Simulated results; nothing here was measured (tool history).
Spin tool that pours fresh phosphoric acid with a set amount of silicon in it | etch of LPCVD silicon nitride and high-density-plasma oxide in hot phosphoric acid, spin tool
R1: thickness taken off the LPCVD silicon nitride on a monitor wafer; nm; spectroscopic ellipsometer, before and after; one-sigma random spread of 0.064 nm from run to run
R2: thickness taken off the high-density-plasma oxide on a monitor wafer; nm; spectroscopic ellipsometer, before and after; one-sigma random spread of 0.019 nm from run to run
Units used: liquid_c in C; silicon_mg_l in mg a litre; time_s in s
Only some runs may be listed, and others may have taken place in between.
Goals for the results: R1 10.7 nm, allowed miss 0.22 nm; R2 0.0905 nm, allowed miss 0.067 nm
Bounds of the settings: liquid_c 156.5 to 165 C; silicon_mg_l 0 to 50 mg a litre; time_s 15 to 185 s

run 1 hour=0 | liquid_c=160 silicon_mg_l=24 time_s=95 | R1=6.7137 R2=0.097453
run 2 hour=7.6 | liquid_c=161.5 silicon_mg_l=30 time_s=105 | R1=7.6693 R2=0.078674
run 3 hour=9.2 | liquid_c=161.5 silicon_mg_l=22 time_s=105 | R1=7.8268 R2=0.13381
run 4 hour=12.7 | liquid_c=162.5 silicon_mg_l=26 time_s=115 | R1=8.7348 R2=0.17341
run 5 hour=15.4 | liquid_c=162.5 silicon_mg_l=19 time_s=115 | R1=8.7521 R2=0.18999
run 6 hour=16.6 | liquid_c=162.5 silicon_mg_l=19 time_s=100 | R1=7.5508 R2=0.14159
run 7 hour=24.5 | liquid_c=163 silicon_mg_l=27.5 time_s=110 | R1=8.518 R2=0.1201
run 8 hour=26.8 | liquid_c=163.5 silicon_mg_l=31.5 time_s=115 | R1=9.0594 R2=0.14101
run 9 hour=34.3 | liquid_c=163.5 silicon_mg_l=31.5 time_s=115 | R1=9.1018 R2=0.11359
run 10 hour=38.1 | liquid_c=164 silicon_mg_l=34.5 time_s=120 | R1=9.5451 R2=0.070781
run 11 hour=43.8 | liquid_c=164 silicon_mg_l=33.5 time_s=125 | R1=10.009 R2=0.1126
run 12 hour=52.1 | liquid_c=164 silicon_mg_l=35.5 time_s=125 | R1=10 R2=0.10589
run 13 hour=57.2 | liquid_c=164 silicon_mg_l=37 time_s=125 | R1=10.036 R2=0.11182
run 14 hour=58.7 | liquid_c=164.5 silicon_mg_l=39 time_s=125 | R1=10.165 R2=0.081543

Pick the move, out of 4, that brings all results within their allowed miss; only one does.
run A hour=60.2 | liquid_c=164 silicon_mg_l=42 time_s=140 | R1=? R2=?
run B hour=60.2 | liquid_c=164 silicon_mg_l=41.5 time_s=120 | R1=? R2=?
run C hour=60.2 | liquid_c=163.5 silicon_mg_l=39.5 time_s=130 | R1=? R2=?
run D hour=60.2 | liquid_c=165 silicon_mg_l=41 time_s=130 | R1=? R2=?

move=A R1=11.263 R2=0.10385
move=B R1=9.6537 R2=0.092439
move=C R1=10.285 R2=0.11082
move=D R1=10.812 R2=0.11176
A: takes the result that was furthest off past its target
B: further off than the last run
C: closer than the last run, but not yet in spec
D: every result within its allowed miss
D meets every target.
